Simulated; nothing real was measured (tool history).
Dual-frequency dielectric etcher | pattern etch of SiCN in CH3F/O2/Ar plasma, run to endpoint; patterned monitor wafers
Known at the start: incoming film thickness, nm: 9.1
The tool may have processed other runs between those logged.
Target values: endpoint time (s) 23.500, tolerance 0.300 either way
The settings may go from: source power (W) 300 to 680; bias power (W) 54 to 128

run 1 hour=0.0 | source_power_(W)=490 bias_power_(W)=91 | endpoint_time_(s)=21.265
run 2 hour=5.2 | source_power_(W)=550 bias_power_(W)=91 | endpoint_time_(s)=20.564
run 3 hour=9.1 | source_power_(W)=610 bias_power_(W)=91 | endpoint_time_(s)=19.881
run 4 hour=14.2 | source_power_(W)=520 bias_power_(W)=89 | endpoint_time_(s)=21.161
run 5 hour=16.2 | source_power_(W)=470 bias_power_(W)=88 | endpoint_time_(s)=21.736
run 6 hour=23.6 | source_power_(W)=470 bias_power_(W)=100 | endpoint_time_(s)=20.787
run 7 hour=29.5 | source_power_(W)=370 bias_power_(W)=97 | endpoint_time_(s)=22.257
run 8 hour=38.3 | source_power_(W)=370 bias_power_(W)=97 | endpoint_time_(s)=22.300
run 9 hour=44.1 | source_power_(W)=350 bias_power_(W)=96 | endpoint_time_(s)=22.659
run 10 hour=44.6 | source_power_(W)=330 bias_power_(W)=95 | endpoint_time_(s)=23.062

5 next moves are on the table. One of them brings every result within its allowed miss. Which?
run A hour=45.1 | source_power_(W)=300 bias_power_(W)=97 | endpoint_time_(s)=?
run B hour=45.1 | source_power_(W)=300 bias_power_(W)=87 | endpoint_time_(s)=?
run C hour=45.1 | source_power_(W)=300 bias_power_(W)=88 | endpoint_time_(s)=?
run D hour=45.1 | source_power_(W)=330 bias_power_(W)=86 | endpoint_time_(s)=?
run E hour=45.1 | source_power_(W)=300 bias_power_(W)=91 | endpoint_time_(s)=?

move=A endpoint_time_(s)=23.575
move=B endpoint_time_(s)=24.560
move=C endpoint_time_(s)=24.455
move=D endpoint_time_(s)=24.122
move=E endpoint_time_(s)=24.150
A: hits every target within its allowed miss
B: moves the result that the last run missed by most past its target, out the other side
C: moves the result that the last run missed by most past its target, out the other side
D: moves the result that the last run missed by most past its target, out the other side
E: moves the result that the last run missed by most past its target, out the other side
Correct choice: A, which meets every target

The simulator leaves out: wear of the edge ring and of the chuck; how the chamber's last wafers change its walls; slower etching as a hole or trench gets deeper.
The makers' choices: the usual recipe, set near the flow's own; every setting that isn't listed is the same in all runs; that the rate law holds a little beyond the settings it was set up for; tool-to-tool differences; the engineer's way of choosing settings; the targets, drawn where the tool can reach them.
